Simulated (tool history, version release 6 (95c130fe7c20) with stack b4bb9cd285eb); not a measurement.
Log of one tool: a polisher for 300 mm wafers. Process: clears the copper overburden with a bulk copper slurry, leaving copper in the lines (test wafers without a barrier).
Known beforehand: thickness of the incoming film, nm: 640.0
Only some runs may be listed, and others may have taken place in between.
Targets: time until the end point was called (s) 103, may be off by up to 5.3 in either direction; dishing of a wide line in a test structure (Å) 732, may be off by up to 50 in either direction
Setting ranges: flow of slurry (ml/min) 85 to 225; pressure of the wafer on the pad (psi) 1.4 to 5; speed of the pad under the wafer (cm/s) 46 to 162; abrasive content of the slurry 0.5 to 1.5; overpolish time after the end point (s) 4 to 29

run	hour	flow of slurry (ml/min)	pressure of the wafer on the pad (psi)	speed of the pad under the wafer (cm/s)	abrasive content of the slurry	overpolish time after the end point (s)	time until the end point was called (s)	dishing of a wide line in a test structure (Å)
1	0	145	3.2	104	1	15	58.834	920.3
2	4.7	145	2.8	102	1	16	66.93	914.8
3	8.1	145	2.4	100	1	16	72.184	828.86
4	14	180	2.4	100	1	16	70.554	869.03
5	15.1	180	2.4	100	1	20	71.793	950.16
6	22.3	180	2.1	96	1	20	81.844	900.76
7	27.1	180	1.9	94	1	20	85.145	834.74
8	30	180	1.8	92	1	20	87.16	812.93
9	37.5	180	1.7	90	1	20	93.95	750.52

Of the 5 settings listed for the next run, only one would bring every result within its allowed miss of target. Which one?
A	45	170	1.9	68	0.95	23	?	?
B	45	190	1.5	76	1.05	19	?	?
C	45	165	2	66	1.05	23	?	?
D	45	170	1.9	92	1.1	16	?	?
E	45	150	1.4	90	1.05	20	?	?

move	time until the end point was called (s)	dishing of a wide line in a test structure (Å)
A	122.23	735.65
B	118.85	644.42
C	121.43	741.63
D	89.555	708.71
E	106.63	720.12
A: pushes the last run's worst result past its target
B: pushes the last run's worst result past its target
C: pushes the last run's worst result past its target
D: moves away from the targets compared with the last run
E: all results in spec
Correct choice: E, which meets every target
